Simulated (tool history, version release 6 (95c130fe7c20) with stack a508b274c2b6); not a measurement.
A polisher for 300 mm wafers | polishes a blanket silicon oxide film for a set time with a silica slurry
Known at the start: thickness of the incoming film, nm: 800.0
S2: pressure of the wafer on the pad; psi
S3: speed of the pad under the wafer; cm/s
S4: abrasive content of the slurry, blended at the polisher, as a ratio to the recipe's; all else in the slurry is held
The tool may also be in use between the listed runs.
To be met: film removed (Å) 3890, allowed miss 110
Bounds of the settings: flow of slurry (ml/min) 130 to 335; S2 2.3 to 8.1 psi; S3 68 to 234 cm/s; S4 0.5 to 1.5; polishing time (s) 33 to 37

Run 1, hour 0: flow of slurry (ml/min) 215, S2 5.2 psi, S3 150 cm/s, S4 1, polishing time (s) 37. Result: film removed (Å) 2120.6.
Run 2, hour 2.3: flow of slurry (ml/min) 215, S2 5.2 psi, S3 150 cm/s, S4 0.8, polishing time (s) 37. Result: film removed (Å) 1819.
Run 3, hour 9.1: flow of slurry (ml/min) 160, S2 5.2 psi, S3 150 cm/s, S4 0.8, polishing time (s) 37. Result: film removed (Å) 1748.3.
Run 4, hour 18: flow of slurry (ml/min) 130, S2 5.2 psi, S3 150 cm/s, S4 0.8, polishing time (s) 37. Result: film removed (Å) 1716.3.
Run 5, hour 25.6: flow of slurry (ml/min) 145, S2 5.8 psi, S3 158 cm/s, S4 0.8, polishing time (s) 37. Result: film removed (Å) 2015.4.
Run 6, hour 29.8: flow of slurry (ml/min) 160, S2 6.3 psi, S3 164 cm/s, S4 0.8, polishing time (s) 37. Result: film removed (Å) 2291.2.
Run 7, hour 36.1: flow of slurry (ml/min) 170, S2 6.7 psi, S3 170 cm/s, S4 0.8, polishing time (s) 37. Result: film removed (Å) 2513.3.
Run 8, hour 45.1: flow of slurry (ml/min) 180, S2 7 psi, S3 176 cm/s, S4 0.8, polishing time (s) 37. Result: film removed (Å) 2741.7.
Run 9, hour 49.4: flow of slurry (ml/min) 185, S2 7.2 psi, S3 182 cm/s, S4 0.8, polishing time (s) 37. Result: film removed (Å) 2884.7.
Run 10, hour 58.1: flow of slurry (ml/min) 190, S2 7.4 psi, S3 188 cm/s, S4 0.8, polishing time (s) 37. Result: film removed (Å) 2998.4.
Run 11, hour 64.5: flow of slurry (ml/min) 190, S2 7.5 psi, S3 196 cm/s, S4 0.8, polishing time (s) 37. Result: film removed (Å) 3170.7.
Run 12, hour 71.1: flow of slurry (ml/min) 190, S2 7.6 psi, S3 202 cm/s, S4 0.8, polishing time (s) 37. Result: film removed (Å) 3314.5.
Run 13, hour 75: flow of slurry (ml/min) 190, S2 7.7 psi, S3 206 cm/s, S4 0.8, polishing time (s) 37. Result: film removed (Å) 3383.8.
Run 14, hour 80.4: flow of slurry (ml/min) 195, S2 7.8 psi, S3 210 cm/s, S4 0.8, polishing time (s) 37. Result: film removed (Å) 3485.3.
Run 15, hour 88.5: flow of slurry (ml/min) 195, S2 7.9 psi, S3 214 cm/s, S4 0.8, polishing time (s) 37. Result: film removed (Å) 3612.3.
Run 16, hour 95.8: flow of slurry (ml/min) 195, S2 7.9 psi, S3 216 cm/s, S4 0.8, polishing time (s) 37. Result: film removed (Å) 3648.9.
Run 17, hour 98.9: flow of slurry (ml/min) 195, S2 7.9 psi, S3 216 cm/s, S4 0.8, polishing time (s) 37. Result: film removed (Å) 3614.1.
Run 18, hour 105.7: flow of slurry (ml/min) 195, S2 7.9 psi, S3 218 cm/s, S4 0.8, polishing time (s) 37. Result: film removed (Å) 3654.4.
Run 19, hour 113.3: flow of slurry (ml/min) 195, S2 7.9 psi, S3 220 cm/s, S4 0.8, polishing time (s) 37. Result: film removed (Å) 3686.8.
Run 20, hour 116.9: flow of slurry (ml/min) 195, S2 8 psi, S3 222 cm/s, S4 0.8, polishing time (s) 37. Result: film removed (Å) 3779.

Which of these 4 next moves meets every target?
Run A, hour 120.5: flow of slurry (ml/min) 215, S2 8.1 psi, S3 224 cm/s, S4 0.8, polishing time (s) 37. Result: film removed (Å) ?.
Run B, hour 120.5: flow of slurry (ml/min) 220, S2 7.9 psi, S3 230 cm/s, S4 0.8, polishing time (s) 35. Result: film removed (Å) ?.
Run C, hour 120.5: flow of slurry (ml/min) 240, S2 7.9 psi, S3 228 cm/s, S4 0.8, polishing time (s) 35. Result: film removed (Å) ?.
Run D, hour 120.5: flow of slurry (ml/min) 195, S2 8 psi, S3 220 cm/s, S4 0.8, polishing time (s) 36. Result: film removed (Å) ?.

move  film removed (Å)
   A            3873.9
   B            3660.7
   C            3666.2
   D            3633.1
A: meets every target
B: further off than the last run
C: further off than the last run
D: further off than the last run
Answer: A

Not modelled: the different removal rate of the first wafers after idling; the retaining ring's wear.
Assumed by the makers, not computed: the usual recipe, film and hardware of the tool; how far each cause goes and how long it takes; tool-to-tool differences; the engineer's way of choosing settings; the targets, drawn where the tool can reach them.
